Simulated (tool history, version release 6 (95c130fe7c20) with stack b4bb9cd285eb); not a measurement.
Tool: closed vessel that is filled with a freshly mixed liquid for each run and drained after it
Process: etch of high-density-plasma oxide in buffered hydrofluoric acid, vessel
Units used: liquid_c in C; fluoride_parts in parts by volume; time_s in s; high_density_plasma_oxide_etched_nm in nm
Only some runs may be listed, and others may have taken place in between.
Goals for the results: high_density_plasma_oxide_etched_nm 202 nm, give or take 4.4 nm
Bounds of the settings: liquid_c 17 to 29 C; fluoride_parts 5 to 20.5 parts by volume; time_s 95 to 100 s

run	hour	liquid_c	fluoride_parts	time_s	high_density_plasma_oxide_etched_nm
1	0	21	12.5	95	90.478
2	2.2	22	12	95	100.11
3	9.2	23	11.5	95	110.42
4	11.5	23	14.5	95	88.836
5	18.4	24.5	14.5	95	95.478
6	24.4	24.5	14.5	95	96.277
7	32.2	25	13.5	95	105.67
8	36.8	25.5	12.5	95	117.45
9	42.2	25.5	12.5	95	117.06
# hour 47.1: thermometer replaced
10	47.1	25.5	12.5	95	126.95
11	56.3	26	12	95	135.61
12	59	29	8.5	95	219.14

Which single option among these 5 for the next run brings every result within its allowed miss of target? Just one does.
A	61.7	29	10	95	?
B	61.7	27	9	100	?
C	61.7	26.5	8	95	?
D	61.7	26.5	6.5	95	?
E	61.7	27.5	9.5	100	?

move	high_density_plasma_oxide_etched_nm
A	191.64
B	193.81
C	203.67
D	250.87
E	192.41
A: moves the result that the last run missed by most past its target, out the other side
B: moves the result that the last run missed by most past its target, out the other side
C: all results in spec
D: misses by more than the last run did
E: moves the result that the last run missed by most past its target, out the other side
Correct choice: C, which meets every target
